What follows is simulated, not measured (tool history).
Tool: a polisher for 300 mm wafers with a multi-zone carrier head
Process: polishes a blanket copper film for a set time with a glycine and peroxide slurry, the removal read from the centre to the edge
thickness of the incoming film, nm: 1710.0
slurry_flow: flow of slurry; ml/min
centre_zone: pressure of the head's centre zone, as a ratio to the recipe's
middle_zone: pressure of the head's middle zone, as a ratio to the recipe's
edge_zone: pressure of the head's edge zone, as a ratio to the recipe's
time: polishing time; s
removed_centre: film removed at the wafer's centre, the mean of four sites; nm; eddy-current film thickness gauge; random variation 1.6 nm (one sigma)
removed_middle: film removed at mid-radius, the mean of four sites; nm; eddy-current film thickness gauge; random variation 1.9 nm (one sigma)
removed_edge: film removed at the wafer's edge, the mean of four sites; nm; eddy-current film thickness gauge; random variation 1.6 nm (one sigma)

run,hour,slurry_flow,centre_zone,middle_zone,edge_zone,time,removed_centre,removed_middle,removed_edge
1,0.0,300,1.00,1.00,1.00,37,200.62,211.83,195.19
2,5.2,295,0.98,0.97,0.99,33,177.77,183.58,174.57
3,11.7,295,0.98,0.97,0.94,33,176.18,180.81,167.73
4,18.1,290,0.95,0.95,0.92,30,159.00,156.88,155.13
5,19.5,290,0.94,0.96,0.91,28,150.60,152.36,140.89
6,22.6,290,1.02,0.96,0.91,28,159.76,153.65,141.90
7,25.5,285,0.98,0.95,0.91,27,147.80,146.35,137.48
8,30.3,275,0.95,0.94,0.90,26,133.75,137.05,128.14
# hour 34.5: edge zone pressure recalibrated
9,34.5,265,0.95,0.92,0.90,26,136.62,135.21,134.48

Forecast run 10:
10,40.3,270,0.92,0.92,0.89,22,?,?,?

removed_centre: 114.25 nm
removed_middle: 116.09 nm
removed_edge: 115.25 nm
